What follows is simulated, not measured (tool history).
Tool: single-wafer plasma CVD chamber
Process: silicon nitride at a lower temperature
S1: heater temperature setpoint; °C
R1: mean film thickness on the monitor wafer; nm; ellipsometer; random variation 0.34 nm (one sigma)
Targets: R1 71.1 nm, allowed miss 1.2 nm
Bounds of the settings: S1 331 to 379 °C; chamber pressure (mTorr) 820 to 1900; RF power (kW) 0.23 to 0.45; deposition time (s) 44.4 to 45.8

Run 1, day 0: S1 355 °C, chamber pressure (mTorr) 1360, RF power (kW) 0.34, deposition time (s) 44.4. Result: R1 59.88 nm.
Run 2, day 0.033: S1 355 °C, chamber pressure (mTorr) 1490, RF power (kW) 0.35, deposition time (s) 44.5. Result: R1 62.757 nm.
Run 3, day 0.246: S1 355 °C, chamber pressure (mTorr) 1660, RF power (kW) 0.35, deposition time (s) 44.5. Result: R1 65.26 nm.
Run 4, day 0.392: S1 355 °C, chamber pressure (mTorr) 1660, RF power (kW) 0.35, deposition time (s) 44.4. Result: R1 64.848 nm.
Run 5, day 0.688: S1 348 °C, chamber pressure (mTorr) 1660, RF power (kW) 0.35, deposition time (s) 44.4. Result: R1 65.099 nm.
Run 6, day 0.896: S1 348 °C, chamber pressure (mTorr) 1830, RF power (kW) 0.35, deposition time (s) 44.4. Result: R1 66.964 nm.
Run 7, day 0.971: S1 348 °C, chamber pressure (mTorr) 1850, RF power (kW) 0.355, deposition time (s) 44.4. Result: R1 67.724 nm.
Run 8, day 1.3: S1 348 °C, chamber pressure (mTorr) 1860, RF power (kW) 0.36, deposition time (s) 44.4. Result: R1 68.052 nm.
Run 9, day 1.438: S1 348 °C, chamber pressure (mTorr) 1870, RF power (kW) 0.365, deposition time (s) 44.4. Result: R1 69.217 nm.
Run 10, day 1.7: S1 348 °C, chamber pressure (mTorr) 1880, RF power (kW) 0.37, deposition time (s) 44.4. Result: R1 69.463 nm.

4 next moves are on the table. One of them brings every result within its allowed miss. Which?
Run A, day 1.962: S1 342 °C, chamber pressure (mTorr) 1880, RF power (kW) 0.355, deposition time (s) 45. Result: R1 ?.
Run B, day 1.962: S1 358 °C, chamber pressure (mTorr) 1890, RF power (kW) 0.35, deposition time (s) 45.3. Result: R1 ?.
Run C, day 1.962: S1 343 °C, chamber pressure (mTorr) 1840, RF power (kW) 0.375, deposition time (s) 45.2. Result: R1 ?.
Run D, day 1.962: S1 362 °C, chamber pressure (mTorr) 1880, RF power (kW) 0.35, deposition time (s) 44.8. Result: R1 ?.

move      R1
   A  69.004
   B  68.653
   C   71.02
   D  67.703
A: further off than the last run
B: further off than the last run
C: meets every target
D: further off than the last run
Answer: C
